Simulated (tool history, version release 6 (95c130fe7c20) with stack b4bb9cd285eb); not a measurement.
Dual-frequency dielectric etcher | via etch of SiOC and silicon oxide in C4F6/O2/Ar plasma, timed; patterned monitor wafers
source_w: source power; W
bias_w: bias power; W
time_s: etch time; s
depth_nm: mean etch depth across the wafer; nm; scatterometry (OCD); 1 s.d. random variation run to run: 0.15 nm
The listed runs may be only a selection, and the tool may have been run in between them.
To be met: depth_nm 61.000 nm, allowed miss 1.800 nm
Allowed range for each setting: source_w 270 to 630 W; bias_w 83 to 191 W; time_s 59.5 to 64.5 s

| run | hour | source_w | bias_w | time_s | depth_nm |
|---|---|---|---|---|---|
| 1 | 0.0 | 450 | 137 | 64.5 | 70.167 |
| 2 | 6.0 | 440 | 135 | 64.5 | 69.027 |
| 3 | 14.4 | 500 | 135 | 64.5 | 72.073 |
| 4 | 16.7 | 500 | 135 | 59.5 | 66.727 |
| 5 | 19.5 | 500 | 135 | 59.5 | 66.612 |
| 6 | 21.3 | 490 | 133 | 59.5 | 65.579 |
| 7 | 23.5 | 480 | 132 | 59.5 | 65.074 |
| 8 | 28.0 | 470 | 131 | 59.5 | 64.260 |
| 9 | 36.6 | 470 | 130 | 59.5 | 64.238 |
| 10 | 41.0 | 470 | 130 | 59.5 | 64.307 |
| 11 | 41.7 | 470 | 129 | 59.5 | 63.728 |
| 12 | 49.8 | 470 | 128 | 59.5 | 63.934 |
| 13 | 58.4 | 470 | 127 | 59.5 | 63.281 |

5 next moves are on the table. One of them brings every result within its allowed miss. Which?
| A | 67.0 | 500 | 108 | 64.5 | ? |
| B | 67.0 | 470 | 112 | 59.5 | ? |
| C | 67.0 | 500 | 128 | 59.5 | ? |
| D | 67.0 | 490 | 113 | 64.5 | ? |
| E | 67.0 | 480 | 126 | 63.5 | ? |

| move | depth_nm |
|---|---|
| A | 66.408 |
| B | 60.746 |
| C | 65.523 |
| D | 67.108 |
| E | 68.464 |
A: moves away from the targets compared with the last run
B: all results in spec
C: moves away from the targets compared with the last run
D: moves away from the targets compared with the last run
E: moves away from the targets compared with the last run
The move that meets every target is B.
